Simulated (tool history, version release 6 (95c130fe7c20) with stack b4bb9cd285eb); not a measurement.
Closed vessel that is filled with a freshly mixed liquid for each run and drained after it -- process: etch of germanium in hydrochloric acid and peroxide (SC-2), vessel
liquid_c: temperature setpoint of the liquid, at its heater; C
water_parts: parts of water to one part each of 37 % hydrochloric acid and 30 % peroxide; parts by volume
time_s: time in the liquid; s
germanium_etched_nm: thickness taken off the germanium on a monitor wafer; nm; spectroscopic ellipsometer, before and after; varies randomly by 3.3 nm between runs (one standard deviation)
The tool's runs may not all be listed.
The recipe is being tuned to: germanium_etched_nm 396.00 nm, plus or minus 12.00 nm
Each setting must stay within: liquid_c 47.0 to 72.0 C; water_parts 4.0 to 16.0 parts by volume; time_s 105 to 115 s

run 1 day=0.000 | liquid_c=63.0 water_parts=9.0 time_s=105 | germanium_etched_nm=331.74
run 2 day=0.075 | liquid_c=63.0 water_parts=11.0 time_s=105 | germanium_etched_nm=325.78
run 3 day=0.229 | liquid_c=63.0 water_parts=11.0 time_s=105 | germanium_etched_nm=321.21
run 4 day=0.288 | liquid_c=65.0 water_parts=11.0 time_s=105 | germanium_etched_nm=343.92
run 5 day=0.579 | liquid_c=65.0 water_parts=12.5 time_s=105 | germanium_etched_nm=336.77
run 6 day=0.854 | liquid_c=65.0 water_parts=9.5 time_s=105 | germanium_etched_nm=347.75
run 7 day=1.158 | liquid_c=66.5 water_parts=9.5 time_s=105 | germanium_etched_nm=361.57
run 8 day=1.512 | liquid_c=67.5 water_parts=9.5 time_s=105 | germanium_etched_nm=377.32
run 9 day=1.812 | liquid_c=68.0 water_parts=9.5 time_s=105 | germanium_etched_nm=381.95

Which of these 4 next moves meets every target?
run A day=2.112 | liquid_c=63.5 water_parts=8.0 time_s=115 | germanium_etched_nm=?
run B day=2.112 | liquid_c=65.0 water_parts=7.5 time_s=115 | germanium_etched_nm=?
run C day=2.112 | liquid_c=66.5 water_parts=10.5 time_s=105 | germanium_etched_nm=?
run D day=2.112 | liquid_c=65.5 water_parts=10.5 time_s=110 | germanium_etched_nm=?

move=A germanium_etched_nm=376.14
move=B germanium_etched_nm=394.88
move=C germanium_etched_nm=363.71
move=D germanium_etched_nm=370.44
A: moves away from the targets compared with the last run
B: hits every target within its allowed miss
C: moves away from the targets compared with the last run
D: moves away from the targets compared with the last run
The move that meets every target is B.
